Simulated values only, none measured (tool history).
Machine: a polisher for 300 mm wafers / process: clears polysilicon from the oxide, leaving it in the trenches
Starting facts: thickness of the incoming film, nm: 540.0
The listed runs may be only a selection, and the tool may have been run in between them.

run	hour	flow of slurry (ml/min)	pressure of the wafer on the pad (kPa)	speed of the pad under the wafer (cm/s)	overpolish time after the end point (s)	time until the end point was called (s)	dishing of a wide line in a test structure (angstrom)
1	0.0	225	13.1	96	14	56.493	297.64
2	3.6	225	12.4	96	12	59.610	290.21
3	11.4	225	11.7	96	11	61.408	287.70
4	14.4	225	11.7	86	11	67.706	280.33
5	15.6	255	11.7	86	11	65.359	277.10
6	18.0	255	11.0	86	10	67.177	274.90
7	22.5	255	10.3	86	9	69.309	270.58
8	25.1	255	9.7	86	8	72.464	253.23
9	27.9	245	9.7	86	8	74.813	252.97
10	36.0	235	9.7	86	8	73.925	252.20
11	41.8	235	9.7	86	8	72.661	246.85
12	44.8	235	9.7	86	9	74.047	259.69
13	46.5	230	9.0	86	9	77.537	257.27
14	48.8	225	9.0	86	9	78.100	260.23
15	55.9	220	9.0	86	9	77.049	257.35
16	57.6	220	8.3	86	9	80.789	252.82
17	60.9	220	8.3	86	9	80.727	253.58

Expected results for the next run?
18	65.5	210	7.6	86	10	?	?

{"run 18": {"time until the end point was called (s)": 84.386, "dishing of a wide line in a test structure (angstrom)": 257.5}}
